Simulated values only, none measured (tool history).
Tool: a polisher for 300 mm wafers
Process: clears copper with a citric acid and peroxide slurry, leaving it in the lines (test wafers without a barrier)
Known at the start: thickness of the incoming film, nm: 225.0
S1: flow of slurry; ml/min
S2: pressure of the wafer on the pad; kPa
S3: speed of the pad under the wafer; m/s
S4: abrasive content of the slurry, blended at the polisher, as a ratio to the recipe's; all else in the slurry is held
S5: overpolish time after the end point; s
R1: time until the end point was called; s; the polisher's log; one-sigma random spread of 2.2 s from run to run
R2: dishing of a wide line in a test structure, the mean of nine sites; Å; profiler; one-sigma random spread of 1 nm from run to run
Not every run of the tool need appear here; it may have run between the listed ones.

{"run": 1, "hour": 0.0, "S1": 170, "S2": 17.9, "S3": 1.32, "S4": 1, "S5": 29, "R1": 85.726, "R2": 396.34}
{"run": 2, "hour": 2.7, "S1": 205, "S2": 17.9, "S3": 1.32, "S4": 1, "S5": 29, "R1": 83.011, "R2": 389.33}
{"run": 3, "hour": 5.2, "S1": 205, "S2": 21.4, "S3": 1.32, "S4": 1, "S5": 29, "R1": 70.978, "R2": 440.36}
{"run": 4, "hour": 13.5, "S1": 205, "S2": 21.4, "S3": 1.32, "S4": 0.85, "S5": 29, "R1": 73.852, "R2": 402.66}
{"run": 5, "hour": 17.8, "S1": 205, "S2": 20.7, "S3": 1.3, "S4": 0.85, "S5": 31, "R1": 80.422, "R2": 402.2}
{"run": 6, "hour": 24.9, "S1": 205, "S2": 20.7, "S3": 1.3, "S4": 0.95, "S5": 31, "R1": 75.299, "R2": 422.64}
{"run": 7, "hour": 26.8, "S1": 205, "S2": 15.9, "S3": 1.2, "S4": 1, "S5": 45, "R1": 99.693, "R2": 427.08}
{"run": 8, "hour": 33.6, "S1": 205, "S2": 15.9, "S3": 1.2, "S4": 1, "S5": 46, "R1": 98.997, "R2": 437.71}
{"run": 9, "hour": 39.8, "S1": 205, "S2": 15.9, "S3": 1.2, "S4": 1, "S5": 47, "R1": 102.47, "R2": 451.68}

Run 10, settings as shown, results not yet in. Your forecast:
{"run": 10, "hour": 48.7, "S1": 205, "S2": 14.5, "S3": 1.18, "S4": 1, "S5": 48, "R1": "?", "R2": "?"}

{"run 10": {"R1": 107.96, "R2": 432.18}}

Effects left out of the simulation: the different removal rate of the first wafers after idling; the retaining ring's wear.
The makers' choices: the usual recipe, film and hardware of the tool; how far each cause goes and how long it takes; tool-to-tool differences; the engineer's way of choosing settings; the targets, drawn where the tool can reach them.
